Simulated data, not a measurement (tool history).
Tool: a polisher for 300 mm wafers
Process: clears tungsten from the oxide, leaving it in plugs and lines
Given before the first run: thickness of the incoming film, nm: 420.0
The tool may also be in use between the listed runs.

run  hour  flow of slurry (ml/min)  pressure of the wafer on the pad (kPa)  speed of the pad under the wafer (cm/s)  abrasive content of the slurry  overpolish time after the end point (s)  time until the end point was called (s)
  1     0                      150                                    17.9                                      114                               1                                        8                                   152.62
  2   1.4                      150                                    17.9                                      114                             1.1                                        8                                   157.81
  3   6.9                      150                                    18.6                                      114                             1.1                                        8                                   148.29
  4   9.8                      120                                    18.6                                      114                             1.1                                        8                                   146.87
  5  16.5                      120                                    19.3                                      114                             1.1                                        8                                   144.21
  6  24.5                      120                                      20                                      116                             1.1                                        8                                   136.86

What will run 7 give?
     30.8  -- slurry tank refilled with fresh slurry and peroxide
  7  30.8                      120                                    20.7                                      118                             1.1                                        8                                        ?

time until the end point was called (s): 117.38
